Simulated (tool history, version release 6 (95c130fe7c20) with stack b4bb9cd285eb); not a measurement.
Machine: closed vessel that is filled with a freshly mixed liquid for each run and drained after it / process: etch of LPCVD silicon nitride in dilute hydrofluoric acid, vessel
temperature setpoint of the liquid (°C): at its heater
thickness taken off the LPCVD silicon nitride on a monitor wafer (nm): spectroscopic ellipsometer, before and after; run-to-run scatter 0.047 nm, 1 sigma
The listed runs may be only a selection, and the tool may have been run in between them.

run,hour,temperature setpoint of the liquid (°C),parts of water to one part of 49 % hydrofluoric acid (parts by volume),time in the liquid (s),thickness taken off the LPCVD silicon nitride on a monitor wafer (nm)
1,0.0,22.0,100,3140,14.783
2,8.0,22.0,100,3140,15.068
3,10.2,21.5,105,3140,13.824
4,17.3,21.5,105,3350,14.807
5,26.4,21.5,80,3350,19.319
6,33.9,21.0,90,3350,16.569
7,39.7,17.0,130,3340,8.806

What does the tool deliver on the next run?
8,47.7,17.0,135,3340,?

thickness taken off the LPCVD silicon nitride on a monitor wafer (nm): 8.483
